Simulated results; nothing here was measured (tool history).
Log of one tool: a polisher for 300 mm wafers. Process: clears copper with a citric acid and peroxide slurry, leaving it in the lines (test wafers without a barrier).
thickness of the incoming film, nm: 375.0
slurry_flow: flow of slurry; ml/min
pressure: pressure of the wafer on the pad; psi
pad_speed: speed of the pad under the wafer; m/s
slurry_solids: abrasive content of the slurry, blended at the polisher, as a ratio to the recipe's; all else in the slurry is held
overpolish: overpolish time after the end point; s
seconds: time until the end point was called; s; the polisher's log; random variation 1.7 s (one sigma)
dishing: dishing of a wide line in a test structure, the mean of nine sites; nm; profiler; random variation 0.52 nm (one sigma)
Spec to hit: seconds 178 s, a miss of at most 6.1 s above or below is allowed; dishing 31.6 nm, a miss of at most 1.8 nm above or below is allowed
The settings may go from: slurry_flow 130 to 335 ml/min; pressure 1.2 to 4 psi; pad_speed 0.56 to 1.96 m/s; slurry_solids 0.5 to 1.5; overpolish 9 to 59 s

run	hour	slurry_flow	pressure	pad_speed	slurry_solids	overpolish	seconds	dishing
1	0	215	2.6	1.26	1	30	118.84	30.098
2	3	215	2.3	1.26	1	34	135.15	30.078
3	9.6	215	2	1.26	1	34	154.08	28.576
4	17	215	2	1.26	0.9	34	155.36	27.066
5	24.8	215	2.4	1.26	0.9	34	133.69	30.4
6	30.6	215	2.2	1.26	0.9	37	141.73	29.624
7	35.3	215	2	1.26	0.95	40	152.88	29.426
8	44.2	215	1.9	1.26	0.95	44	163.06	30.443
9	46.1	215	1.9	1.26	0.95	46	159.74	29.834
10	48.9	215	1.8	1.26	1	49	170.79	29.956
11	56.1	215	1.8	1.26	1	51	168.96	31.531
12	61.3	205	1.6	1.26	1	53	193.21	29.805
13	64.9	215	1.6	1.26	1	54	188.11	30.066
14	70	220	1.6	1.26	1	55	192.68	30.751

Below are 4 possible settings for the next run. Only one of them brings all results inside the allowed miss of their targets. Which is it?
A	75.1	320	1.7	1.2	1.1	59	?	?
B	75.1	195	1.6	1.38	1.35	46	?	?
C	75.1	250	1.4	1.36	0.95	59	?	?
D	75.1	335	1.9	0.86	1.1	58	?	?

move	seconds	dishing
A	176.18	31.94
B	166.06	29.936
C	198.07	30.226
D	216.81	30.286
A: each result inside its tolerance
B: takes the biggest miss from the last run beyond its target
C: the biggest miss grows against the last run
D: the biggest miss grows against the last run
The right move is A.

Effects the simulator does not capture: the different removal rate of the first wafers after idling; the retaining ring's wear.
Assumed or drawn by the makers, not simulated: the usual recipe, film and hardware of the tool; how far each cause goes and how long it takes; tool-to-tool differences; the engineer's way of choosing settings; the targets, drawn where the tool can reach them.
